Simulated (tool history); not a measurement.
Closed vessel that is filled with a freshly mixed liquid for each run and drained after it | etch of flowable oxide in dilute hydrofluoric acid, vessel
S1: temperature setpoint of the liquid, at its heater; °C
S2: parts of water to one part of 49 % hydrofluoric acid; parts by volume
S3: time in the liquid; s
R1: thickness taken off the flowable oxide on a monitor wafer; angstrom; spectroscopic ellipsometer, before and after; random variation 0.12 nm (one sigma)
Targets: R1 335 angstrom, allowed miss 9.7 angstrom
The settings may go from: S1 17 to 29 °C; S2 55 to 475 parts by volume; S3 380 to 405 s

{"run": 1, "day": 0.0, "S1": 21, "S2": 265, "S3": 380, "R1": 216.55}
{"run": 2, "day": 0.321, "S1": 22, "S2": 260, "S3": 380, "R1": 229.01}
{"run": 3, "day": 0.512, "S1": 23, "S2": 255, "S3": 380, "R1": 242.41}
{"run": 4, "day": 0.892, "S1": 21, "S2": 255, "S3": 380, "R1": 226.94}
{"run": 5, "day": 1.054, "S1": 22.5, "S2": 255, "S3": 380, "R1": 238.98}
{"run": 6, "day": 1.25, "S1": 25, "S2": 255, "S3": 380, "R1": 261.27}
{"run": 7, "day": 1.6, "S1": 29, "S2": 225, "S3": 380, "R1": 352.47}
{"run": 8, "day": 1.671, "S1": 28.5, "S2": 225, "S3": 380, "R1": 347.68}

Which of these 4 next moves meets every target?
{"run": "A", "day": 1.742, "S1": 29, "S2": 240, "S3": 390, "R1": "?"}
{"run": "B", "day": 1.742, "S1": 27.5, "S2": 240, "S3": 380, "R1": "?"}
{"run": "C", "day": 1.742, "S1": 28.5, "S2": 245, "S3": 380, "R1": "?"}
{"run": "D", "day": 1.742, "S1": 28.5, "S2": 215, "S3": 380, "R1": "?"}

move=A R1=331.58
move=B R1=306.89
move=C R1=309.38
move=D R1=364.91
A: meets every target
B: takes the result that was furthest off past its target
C: takes the result that was furthest off past its target
D: further off than the last run
Move A is the one to make.
